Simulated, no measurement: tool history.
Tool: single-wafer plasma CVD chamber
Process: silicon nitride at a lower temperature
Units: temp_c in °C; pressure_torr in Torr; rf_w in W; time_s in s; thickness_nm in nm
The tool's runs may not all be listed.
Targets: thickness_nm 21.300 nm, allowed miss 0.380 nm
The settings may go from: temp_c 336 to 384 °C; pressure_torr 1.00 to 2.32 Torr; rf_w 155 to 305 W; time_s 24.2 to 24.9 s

run,hour,temp_c,pressure_torr,rf_w,time_s,thickness_nm
1,0.0,360,1.66,230,24.2,23.154
2,3.4,360,1.54,230,24.2,22.986
3,5.9,360,1.45,225,24.2,22.441
4,8.7,349,1.45,225,24.2,22.330
5,10.8,349,1.38,225,24.2,22.119
6,11.8,358,1.38,225,24.2,22.049
7,16.8,358,1.33,225,24.2,22.006
8,25.2,358,1.28,225,24.2,21.763
9,25.9,358,1.25,225,24.2,21.844

Which of these 5 next moves meets every target?
A,26.6,358,1.15,220,24.2,?
B,26.6,354,1.40,225,24.3,?
C,26.6,363,1.55,220,24.2,?
D,26.6,365,1.53,215,24.9,?
E,26.6,357,1.16,245,24.3,?

move,thickness_nm
A,21.216
B,22.331
C,22.378
D,22.723
E,22.368
A: meets every target
B: further off than the last run
C: further off than the last run
D: further off than the last run
E: further off than the last run
Move A is the one to make.
